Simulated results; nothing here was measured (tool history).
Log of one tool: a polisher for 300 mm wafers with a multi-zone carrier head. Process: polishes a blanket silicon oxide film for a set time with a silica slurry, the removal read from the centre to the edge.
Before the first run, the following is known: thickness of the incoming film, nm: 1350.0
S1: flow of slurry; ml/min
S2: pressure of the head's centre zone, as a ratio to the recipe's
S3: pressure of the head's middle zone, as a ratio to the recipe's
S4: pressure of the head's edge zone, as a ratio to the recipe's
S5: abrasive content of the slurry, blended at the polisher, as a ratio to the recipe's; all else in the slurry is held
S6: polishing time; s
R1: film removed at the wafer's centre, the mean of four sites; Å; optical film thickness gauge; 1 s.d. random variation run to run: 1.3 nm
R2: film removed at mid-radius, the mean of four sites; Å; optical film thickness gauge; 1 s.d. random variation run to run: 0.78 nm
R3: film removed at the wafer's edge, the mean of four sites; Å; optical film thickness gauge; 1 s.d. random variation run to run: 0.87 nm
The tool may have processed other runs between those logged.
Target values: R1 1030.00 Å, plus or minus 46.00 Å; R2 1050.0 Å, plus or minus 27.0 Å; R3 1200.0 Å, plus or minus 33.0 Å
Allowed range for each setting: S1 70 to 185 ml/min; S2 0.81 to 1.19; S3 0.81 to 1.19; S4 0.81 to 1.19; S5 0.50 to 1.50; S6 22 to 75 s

Run 1, hour 0.0: S1 120 ml/min, S2 1.00, S3 1.00, S4 1.00, S5 1.00, S6 48 s. Result: R1 1267.10 Å, R2 1297.8 Å, R3 1292.3 Å.
Run 2, hour 7.8: S1 120 ml/min, S2 1.00, S3 0.97, S4 1.00, S5 1.00, S6 48 s. Result: R1 1319.00 Å, R2 1253.6 Å, R3 1297.0 Å.
Run 3, hour 12.5: S1 120 ml/min, S2 1.00, S3 0.97, S4 1.00, S5 1.05, S6 48 s. Result: R1 1307.20 Å, R2 1264.8 Å, R3 1308.6 Å.
Run 4, hour 16.8: S1 120 ml/min, S2 1.00, S3 0.97, S4 1.06, S5 1.05, S6 48 s. Result: R1 1319.20 Å, R2 1287.8 Å, R3 1348.5 Å.
Run 5, hour 19.2: S1 120 ml/min, S2 1.00, S3 0.97, S4 1.09, S5 1.05, S6 48 s. Result: R1 1353.80 Å, R2 1288.6 Å, R3 1373.1 Å.
Run 6, hour 21.6: S1 120 ml/min, S2 0.96, S3 0.97, S4 1.09, S5 1.05, S6 48 s. Result: R1 1258.20 Å, R2 1273.6 Å, R3 1378.8 Å.
Run 7, hour 27.9: S1 110 ml/min, S2 0.94, S3 0.95, S4 1.05, S5 1.05, S6 48 s. Result: R1 1200.90 Å, R2 1231.2 Å, R3 1337.2 Å.
Run 8, hour 30.9: S1 100 ml/min, S2 0.93, S3 0.93, S4 1.02, S5 1.05, S6 48 s. Result: R1 1171.20 Å, R2 1183.2 Å, R3 1284.9 Å.
Run 9, hour 38.4: S1 95 ml/min, S2 0.91, S3 0.91, S4 1.01, S5 1.05, S6 48 s. Result: R1 1127.60 Å, R2 1165.3 Å, R3 1295.2 Å.

4 next moves are on the table. One of them brings every result within its allowed miss. Which?
Run A, hour 45.9: S1 150 ml/min, S2 1.11, S3 0.89, S4 0.92, S5 1.00, S6 42 s. Result: R1 ?, R2 ?, R3 ?.
Run B, hour 45.9: S1 80 ml/min, S2 0.83, S3 1.06, S4 0.95, S5 1.20, S6 46 s. Result: R1 ?, R2 ?, R3 ?.
Run C, hour 45.9: S1 80 ml/min, S2 0.90, S3 0.89, S4 0.97, S5 1.05, S6 47 s. Result: R1 ?, R2 ?, R3 ?.
Run D, hour 45.9: S1 125 ml/min, S2 1.04, S3 0.86, S4 0.88, S5 1.10, S6 44 s. Result: R1 ?, R2 ?, R3 ?.

move       R1      R2      R3
   A  1306.60  1065.5  1135.0
   B   991.84  1263.3  1221.0
   C  1042.30  1062.0  1200.3
   D  1281.10  1086.9  1185.7
A: brings the last run's worst result on target, with another outside its allowed miss
B: moves away from the targets compared with the last run
C: all results in spec
D: moves away from the targets compared with the last run
The right move is C.
